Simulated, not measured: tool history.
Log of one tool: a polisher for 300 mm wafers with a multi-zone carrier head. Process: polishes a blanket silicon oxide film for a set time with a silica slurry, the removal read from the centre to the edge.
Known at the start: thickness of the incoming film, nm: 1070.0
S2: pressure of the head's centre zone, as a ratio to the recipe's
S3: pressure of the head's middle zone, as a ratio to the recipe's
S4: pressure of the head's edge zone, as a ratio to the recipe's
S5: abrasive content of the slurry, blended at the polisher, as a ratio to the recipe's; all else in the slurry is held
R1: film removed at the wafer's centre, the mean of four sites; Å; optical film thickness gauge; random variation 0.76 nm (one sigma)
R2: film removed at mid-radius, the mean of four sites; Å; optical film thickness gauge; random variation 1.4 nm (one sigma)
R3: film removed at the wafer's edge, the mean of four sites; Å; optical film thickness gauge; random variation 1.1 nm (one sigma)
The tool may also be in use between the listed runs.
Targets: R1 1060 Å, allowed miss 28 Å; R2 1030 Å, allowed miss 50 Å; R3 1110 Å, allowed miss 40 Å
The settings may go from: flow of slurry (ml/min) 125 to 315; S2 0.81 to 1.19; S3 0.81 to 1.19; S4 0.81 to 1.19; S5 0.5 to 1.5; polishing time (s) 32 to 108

Run 1, day 0: flow of slurry (ml/min) 205, S2 1, S3 1, S4 1, S5 1, polishing time (s) 70. Result: R1 2079 Å, R2 2027.1 Å, R3 2026.1 Å.
Run 2, day 0.279: flow of slurry (ml/min) 185, S2 1, S3 1, S4 1, S5 1, polishing time (s) 70. Result: R1 2047.2 Å, R2 1993.5 Å, R3 1979.3 Å.
Run 3, day 0.633: flow of slurry (ml/min) 185, S2 1.03, S3 1, S4 1, S5 1, polishing time (s) 70. Result: R1 2093.5 Å, R2 2037.2 Å, R3 1988.6 Å.
Run 4, day 0.679: flow of slurry (ml/min) 175, S2 0.99, S3 0.98, S4 0.97, S5 0.9, polishing time (s) 65. Result: R1 1772.7 Å, R2 1766 Å, R3 1733.4 Å.
Run 5, day 0.704: flow of slurry (ml/min) 225, S2 0.99, S3 0.98, S4 0.97, S5 0.9, polishing time (s) 65. Result: R1 1829 Å, R2 1803.4 Å, R3 1757.5 Å.
Run 6, day 0.929: flow of slurry (ml/min) 225, S2 0.99, S3 0.98, S4 0.97, S5 0.9, polishing time (s) 52. Result: R1 1473.7 Å, R2 1426.1 Å, R3 1399.3 Å.
Run 7, day 1.221: flow of slurry (ml/min) 225, S2 0.97, S3 0.95, S4 0.97, S5 0.8, polishing time (s) 51. Result: R1 1336.9 Å, R2 1277.1 Å, R3 1322.4 Å.
Run 8, day 1.483: flow of slurry (ml/min) 225, S2 0.97, S3 0.95, S4 0.97, S5 0.8, polishing time (s) 51. Result: R1 1358 Å, R2 1309.9 Å, R3 1308.2 Å.
Run 9, day 1.646: flow of slurry (ml/min) 225, S2 0.95, S3 0.92, S4 0.97, S5 0.75, polishing time (s) 51. Result: R1 1255.7 Å, R2 1263.5 Å, R3 1268.3 Å.
Run 10, day 1.692: flow of slurry (ml/min) 225, S2 0.95, S3 0.9, S4 0.99, S5 0.7, polishing time (s) 51. Result: R1 1227.9 Å, R2 1189.3 Å, R3 1237.1 Å.
Run 11, day 1.95: flow of slurry (ml/min) 225, S2 0.94, S3 0.88, S4 0.99, S5 0.65, polishing time (s) 51. Result: R1 1168.7 Å, R2 1101.9 Å, R3 1177.2 Å.
Run 12, day 2.012: flow of slurry (ml/min) 220, S2 0.93, S3 0.87, S4 0.98, S5 0.65, polishing time (s) 51. Result: R1 1147.8 Å, R2 1073.2 Å, R3 1182.9 Å.
Run 13, day 2.108: flow of slurry (ml/min) 175, S2 0.9, S3 0.9, S4 0.9, S5 0.6, polishing time (s) 51. Result: R1 1007.7 Å, R2 1017.7 Å, R3 1060.9 Å.
At day 2.179: edge zone pressure recalibrated.
Run 14, day 2.179: flow of slurry (ml/min) 180, S2 0.9, S3 0.89, S4 0.91, S5 0.6, polishing time (s) 51. Result: R1 1019.6 Å, R2 1018.9 Å, R3 1107.6 Å.
Run 15, day 2.362: flow of slurry (ml/min) 185, S2 0.9, S3 0.89, S4 0.91, S5 0.6, polishing time (s) 51. Result: R1 1016.4 Å, R2 1029.8 Å, R3 1121.7 Å.
Run 16, day 2.525: flow of slurry (ml/min) 200, S2 0.94, S3 0.89, S4 0.88, S5 0.6, polishing time (s) 51. Result: R1 1092.9 Å, R2 1027 Å, R3 1094.7 Å.

Which of these 5 next moves meets every target?
Run A, day 2.688: flow of slurry (ml/min) 200, S2 0.96, S3 0.88, S4 0.87, S5 0.7, polishing time (s) 47. Result: R1 ?, R2 ?, R3 ?.
Run B, day 2.688: flow of slurry (ml/min) 270, S2 0.9, S3 0.87, S4 0.88, S5 0.7, polishing time (s) 46. Result: R1 ?, R2 ?, R3 ?.
Run C, day 2.688: flow of slurry (ml/min) 200, S2 0.9, S3 0.82, S4 0.81, S5 0.75, polishing time (s) 49. Result: R1 ?, R2 ?, R3 ?.
Run D, day 2.688: flow of slurry (ml/min) 210, S2 0.92, S3 0.98, S4 0.89, S5 0.65, polishing time (s) 48. Result: R1 ?, R2 ?, R3 ?.
Run E, day 2.688: flow of slurry (ml/min) 200, S2 1.03, S3 1.02, S4 0.92, S5 0.55, polishing time (s) 48. Result: R1 ?, R2 ?, R3 ?.

move      R1      R2      R3
   A  1111.3  1022.3  1104.8
   B  1065.9  1032.4  1120.5
   C  1125.8  1043.8  1158.6
   D  1053.3  1104.9  1099.1
   E  1062.6  1028.9  1006.7
A: further off than the last run
B: meets every target
C: further off than the last run
D: brings the result that was furthest off to its target, and leaves another outside
E: brings the result that was furthest off to its target, and leaves another outside
The right move is B.
